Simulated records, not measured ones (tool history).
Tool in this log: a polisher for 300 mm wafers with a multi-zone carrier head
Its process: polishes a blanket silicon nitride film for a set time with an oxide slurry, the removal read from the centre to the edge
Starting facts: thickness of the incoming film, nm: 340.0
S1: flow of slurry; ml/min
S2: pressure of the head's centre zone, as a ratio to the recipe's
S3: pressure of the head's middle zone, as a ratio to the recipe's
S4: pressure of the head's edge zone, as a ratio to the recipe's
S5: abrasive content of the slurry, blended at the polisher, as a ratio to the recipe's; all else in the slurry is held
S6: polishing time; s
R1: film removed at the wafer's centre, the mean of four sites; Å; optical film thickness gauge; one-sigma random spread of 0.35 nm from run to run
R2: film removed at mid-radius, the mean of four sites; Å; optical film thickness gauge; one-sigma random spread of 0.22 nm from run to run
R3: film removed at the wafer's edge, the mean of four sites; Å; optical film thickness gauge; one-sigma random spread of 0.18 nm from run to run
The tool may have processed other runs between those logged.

run,hour,S1,S2,S3,S4,S5,S6,R1,R2,R3
1,0,175,1,1,1,1,53,277.15,280.71,279.98
2,4.7,170,1.01,1,0.97,1,53,279.4,280.34,278.05
3,5.9,170,1.01,0.93,0.97,1,53,276.37,264.49,277.54
4,12,170,1.06,0.93,0.97,1,53,290.47,265,281.22
5,13.4,170,1.06,0.93,1,1,53,296.7,263.12,282.95
6,20.8,170,1.11,0.93,1,1,53,297,261.73,279.8

What does the tool deliver on the next run?
7,29.3,165,1.12,0.95,0.97,1,53,?,?,?

Run 7 produced R1 306.4 Å, R2 266.75 Å, R3 280.41 Å.

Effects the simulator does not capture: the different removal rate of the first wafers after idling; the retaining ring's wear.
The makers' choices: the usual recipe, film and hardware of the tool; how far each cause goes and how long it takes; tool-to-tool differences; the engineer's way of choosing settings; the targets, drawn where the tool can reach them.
